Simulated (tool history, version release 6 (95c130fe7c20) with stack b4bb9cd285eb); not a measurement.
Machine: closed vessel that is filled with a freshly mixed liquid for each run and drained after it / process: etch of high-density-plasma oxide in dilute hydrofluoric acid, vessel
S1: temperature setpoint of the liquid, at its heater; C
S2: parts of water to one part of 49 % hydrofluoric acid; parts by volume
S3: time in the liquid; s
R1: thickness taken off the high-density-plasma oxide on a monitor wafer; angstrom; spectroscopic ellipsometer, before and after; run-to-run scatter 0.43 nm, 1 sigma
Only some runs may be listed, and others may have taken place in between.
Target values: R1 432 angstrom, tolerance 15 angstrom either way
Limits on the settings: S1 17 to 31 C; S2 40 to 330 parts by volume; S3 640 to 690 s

Run 1, day 0: S1 23 C, S2 185 parts by volume, S3 640 s. Result: R1 152.06 angstrom.
Run 2, day 0.079: S1 23.5 C, S2 175 parts by volume, S3 640 s. Result: R1 167.77 angstrom.
Run 3, day 0.267: S1 23.5 C, S2 145 parts by volume, S3 640 s. Result: R1 204.76 angstrom.
Run 4, day 0.421: S1 21 C, S2 145 parts by volume, S3 640 s. Result: R1 187.81 angstrom.
Run 5, day 0.775: S1 22 C, S2 135 parts by volume, S3 640 s. Result: R1 210.34 angstrom.
Run 6, day 0.804: S1 18.5 C, S2 135 parts by volume, S3 640 s. Result: R1 186.21 angstrom.
Run 7, day 1.008: S1 19.5 C, S2 125 parts by volume, S3 640 s. Result: R1 212.97 angstrom.
Run 8, day 1.083: S1 20.5 C, S2 120 parts by volume, S3 640 s. Result: R1 226.48 angstrom.
Run 9, day 1.312: S1 21.5 C, S2 115 parts by volume, S3 640 s. Result: R1 252.2 angstrom.
Run 10, day 1.633: S1 22.5 C, S2 115 parts by volume, S3 640 s. Result: R1 262.23 angstrom.
Run 11, day 1.996: S1 23.5 C, S2 115 parts by volume, S3 640 s. Result: R1 274.8 angstrom.

Pick the move, out of 5, that brings all results within their allowed miss; only one does.
Run A, day 2.358: S1 25.5 C, S2 85 parts by volume, S3 680 s. Result: R1 ?.
Run B, day 2.358: S1 22 C, S2 70 parts by volume, S3 690 s. Result: R1 ?.
Run C, day 2.358: S1 22 C, S2 165 parts by volume, S3 640 s. Result: R1 ?.
Run D, day 2.358: S1 17 C, S2 115 parts by volume, S3 640 s. Result: R1 ?.
Run E, day 2.358: S1 23.5 C, S2 65 parts by volume, S3 690 s. Result: R1 ?.

move      R1
   A  438.28
   B  477.85
   C  168.68
   D   208.5
   E  550.71
A: every result lands within tolerance
B: takes the result that was furthest off past its target
C: its largest miss is bigger than the last run's
D: its largest miss is bigger than the last run's
E: takes the result that was furthest off past its target
Go with A: it meets all targets.
